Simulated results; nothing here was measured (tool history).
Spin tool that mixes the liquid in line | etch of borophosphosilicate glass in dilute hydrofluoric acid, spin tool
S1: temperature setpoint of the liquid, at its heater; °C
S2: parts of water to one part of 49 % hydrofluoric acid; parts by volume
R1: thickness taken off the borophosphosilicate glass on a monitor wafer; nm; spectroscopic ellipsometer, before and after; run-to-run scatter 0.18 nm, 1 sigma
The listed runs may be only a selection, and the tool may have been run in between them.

Run 1, hour 0.0: S1 25.0 °C, S2 175 parts by volume, time under the liquid (s) 50. Result: R1 8.2093 nm.
Run 2, hour 1.2: S1 26.5 °C, S2 145 parts by volume, time under the liquid (s) 50. Result: R1 10.8440 nm.
Run 3, hour 10.1: S1 28.0 °C, S2 120 parts by volume, time under the liquid (s) 50. Result: R1 14.3180 nm.
Run 4, hour 18.9: S1 24.5 °C, S2 120 parts by volume, time under the liquid (s) 50. Result: R1 12.5410 nm.
Run 5, hour 25.2: S1 26.0 °C, S2 100 parts by volume, time under the liquid (s) 50. Result: R1 16.2500 nm.
Run 6, hour 26.8: S1 29.0 °C, S2 100 parts by volume, time under the liquid (s) 50. Result: R1 18.2530 nm.
Run 7, hour 33.4: S1 33.0 °C, S2 30 parts by volume, time under the liquid (s) 50. Result: R1 79.1860 nm.
Run 8, hour 38.6: S1 31.5 °C, S2 30 parts by volume, time under the liquid (s) 50. Result: R1 74.8550 nm.
Run 9, hour 47.4: S1 29.5 °C, S2 30 parts by volume, time under the liquid (s) 50. Result: R1 68.7950 nm.
Run 10, hour 51.9: S1 27.0 °C, S2 30 parts by volume, time under the liquid (s) 50. Result: R1 61.9390 nm.
Run 11, hour 58.7: S1 25.0 °C, S2 35 parts by volume, time under the liquid (s) 50. Result: R1 48.9520 nm.
At hour 63.8: thermometer replaced.
Run 12, hour 63.8: S1 23.5 °C, S2 35 parts by volume, time under the liquid (s) 50. Result: R1 47.6060 nm.
Run 13, hour 64.5: S1 22.5 °C, S2 35 parts by volume, time under the liquid (s) 50. Result: R1 45.8410 nm.
Run 14, hour 68.8: S1 21.5 °C, S2 35 parts by volume, time under the liquid (s) 50. Result: R1 43.5860 nm.

Run 15 has not been measured yet. What should we expect?
Run 15, hour 74.0: S1 20.5 °C, S2 35 parts by volume, time under the liquid (s) 50. Result: R1 ?.

Run 15 yielded R1 42.0990 nm.

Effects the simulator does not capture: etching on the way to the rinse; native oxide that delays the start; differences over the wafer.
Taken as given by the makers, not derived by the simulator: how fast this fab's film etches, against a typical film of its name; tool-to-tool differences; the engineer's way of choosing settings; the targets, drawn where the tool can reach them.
